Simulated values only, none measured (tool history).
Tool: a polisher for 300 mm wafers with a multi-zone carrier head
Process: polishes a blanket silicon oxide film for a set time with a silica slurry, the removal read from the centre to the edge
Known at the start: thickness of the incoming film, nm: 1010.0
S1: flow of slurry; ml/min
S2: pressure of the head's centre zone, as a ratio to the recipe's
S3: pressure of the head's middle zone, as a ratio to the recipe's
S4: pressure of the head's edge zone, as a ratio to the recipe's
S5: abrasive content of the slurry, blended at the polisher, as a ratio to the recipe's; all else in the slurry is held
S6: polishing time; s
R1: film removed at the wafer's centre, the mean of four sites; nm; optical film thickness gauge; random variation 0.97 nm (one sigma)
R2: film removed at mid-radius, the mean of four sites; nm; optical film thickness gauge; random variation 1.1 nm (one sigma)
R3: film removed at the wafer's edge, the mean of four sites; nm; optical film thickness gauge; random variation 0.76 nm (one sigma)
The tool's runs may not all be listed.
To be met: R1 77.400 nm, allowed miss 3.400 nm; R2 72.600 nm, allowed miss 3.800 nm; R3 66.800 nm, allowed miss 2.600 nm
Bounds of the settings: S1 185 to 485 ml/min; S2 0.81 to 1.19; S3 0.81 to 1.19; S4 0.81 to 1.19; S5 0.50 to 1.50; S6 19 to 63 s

run,hour,S1,S2,S3,S4,S5,S6,R1,R2,R3
1,0.0,310,1.00,1.00,1.00,1.00,41,132.180,128.010,127.320
2,6.7,310,1.00,0.96,1.00,1.00,41,136.320,122.620,130.000
3,9.1,310,1.00,0.96,1.05,1.00,41,134.900,125.330,133.210
4,12.2,310,1.01,0.98,1.02,0.90,38,118.400,105.150,114.330
5,14.4,380,1.01,0.98,1.02,0.90,38,117.560,110.370,112.720
6,19.8,395,1.02,1.00,0.99,0.80,36,102.850,97.156,95.274
7,20.8,395,1.02,1.00,0.99,0.80,36,101.430,96.298,96.106
8,24.5,400,1.03,1.01,0.96,0.75,36,98.041,91.419,88.720
9,29.0,400,1.03,1.01,0.94,0.70,36,90.078,86.561,82.072
10,35.1,400,1.03,1.00,0.92,0.70,36,90.424,84.059,81.208
11,36.1,400,1.03,1.00,0.90,0.70,36,88.224,83.586,79.349
12,43.2,400,1.03,1.00,0.88,0.70,36,91.590,83.309,80.708
13,44.2,400,1.03,1.01,0.87,0.65,36,80.217,76.893,72.528
14,48.4,395,1.04,1.01,0.86,0.65,36,80.236,78.180,70.645
15,50.8,390,1.04,1.00,0.85,0.65,36,81.936,76.529,71.583
16,58.8,390,1.04,1.00,0.85,0.65,36,83.701,76.537,70.081
17,63.9,385,1.03,1.00,0.84,0.65,36,82.673,73.926,70.770
18,66.1,385,1.03,1.01,0.83,0.65,36,81.061,76.780,70.533
19,72.1,385,1.03,1.01,0.82,0.65,36,82.879,74.131,69.602
20,80.0,385,1.03,1.02,0.82,0.65,36,83.139,80.084,70.903
21,88.8,385,1.02,1.01,0.82,0.60,36,71.796,67.470,61.119
22,95.1,400,1.02,1.01,0.82,0.60,36,73.035,69.671,62.574
23,97.0,400,1.03,1.01,0.83,0.60,36,72.715,70.888,62.641
24,97.6,395,1.04,1.01,0.84,0.60,36,72.803,70.190,63.526
25,98.5,405,1.04,1.01,0.84,0.60,36,73.940,68.502,63.993
26,106.2,400,1.04,1.01,0.84,0.60,36,75.044,68.698,63.655
27,112.8,400,1.04,1.01,0.85,0.60,36,74.476,68.962,62.858
28,117.4,410,1.04,1.01,0.85,0.60,36,74.439,68.639,64.046
29,120.1,405,1.04,1.01,0.86,0.60,36,73.471,66.828,63.880

Which of these 5 next moves meets every target?
A,122.8,400,1.19,0.98,0.81,0.70,32,?,?,?
B,122.8,375,1.12,1.02,0.81,0.65,31,?,?,?
C,122.8,360,1.04,0.99,0.85,0.80,27,?,?,?
D,122.8,435,1.07,0.93,0.86,0.85,27,?,?,?
E,122.8,325,1.19,0.99,0.81,0.65,31,?,?,?

move,R1,R2,R3
A,88.514,72.934,67.847
B,74.677,66.494,59.807
C,77.408,70.850,66.804
D,84.339,71.751,71.557
E,77.209,64.246,59.420
A: brings the result that was furthest off to its target, and leaves another outside
B: further off than the last run
C: meets every target
D: brings the result that was furthest off to its target, and leaves another outside
E: further off than the last run
Answer: C
